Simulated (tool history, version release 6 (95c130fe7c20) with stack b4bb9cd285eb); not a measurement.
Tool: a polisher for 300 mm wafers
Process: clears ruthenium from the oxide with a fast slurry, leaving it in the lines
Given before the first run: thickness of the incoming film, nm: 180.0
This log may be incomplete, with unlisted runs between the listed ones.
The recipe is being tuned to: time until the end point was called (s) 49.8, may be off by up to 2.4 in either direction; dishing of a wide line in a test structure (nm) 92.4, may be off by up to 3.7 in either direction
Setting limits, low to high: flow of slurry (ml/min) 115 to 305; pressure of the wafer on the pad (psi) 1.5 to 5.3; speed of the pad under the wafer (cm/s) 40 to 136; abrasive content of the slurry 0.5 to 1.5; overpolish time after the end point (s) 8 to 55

run	day	flow of slurry (ml/min)	pressure of the wafer on the pad (psi)	speed of the pad under the wafer (cm/s)	abrasive content of the slurry	overpolish time after the end point (s)	time until the end point was called (s)	dishing of a wide line in a test structure (nm)
1	0	195	3.4	88	1	28	36.025	81.499
2	0.146	195	3.3	88	1	30	37.721	81.384
3	0.412	195	3.8	88	1	30	32.63	88.886
4	0.517	195	3.4	88	1	30	37.122	84.719
5	0.675	195	3.3	88	1	31	37.849	83.197
6	0.704	195	3.3	88	0.9	31	39.096	79.731
7	0.767	195	3.2	88	0.9	32	40.883	82.12
8	0.908	195	3.1	88	0.9	33	42.356	82.683
9	0.979	195	3	88	0.9	34	44.389	82.11
10	1.238	195	3	88	0.9	35	44.78	83.202
11	1.496	195	3	88	0.9	35	43.008	83.312
12	1.817	195	2.9	88	0.9	36	45.32	82.579
13	2.008	195	2.9	88	0.9	37	45.471	85.428
14	2.1	195	2.9	88	0.9	38	44.204	87.399
15	2.292	185	2.4	88	0.9	45	53.582	85.065
16	2.396	190	2.4	88	0.9	45	53.715	85.129
17	2.738	195	2.4	88	0.9	45	53.76	85.601

Next run, 5 choices. One meets every target within its allowed miss, the rest don't. Which?
A	3.079	200	2.7	86	0.85	55	?	?
B	3.079	220	2.1	100	0.9	44	?	?
C	3.079	135	3.5	68	0.95	47	?	?
D	3.079	230	2.5	76	1.35	42	?	?
E	3.079	250	2.3	100	0.85	42	?	?

move	time until the end point was called (s)	dishing of a wide line in a test structure (nm)
A	49.861	100.23
B	52.99	85.652
C	48.555	93.57
D	49.876	86.377
E	49.163	87.12
A: the result that was furthest off in the last run now lies on the other side of its target
B: roughly where the last run was
C: every result lands within tolerance
D: moves toward the targets from the last run without getting all of them in spec
E: moves toward the targets from the last run without getting all of them in spec
The right move is C.
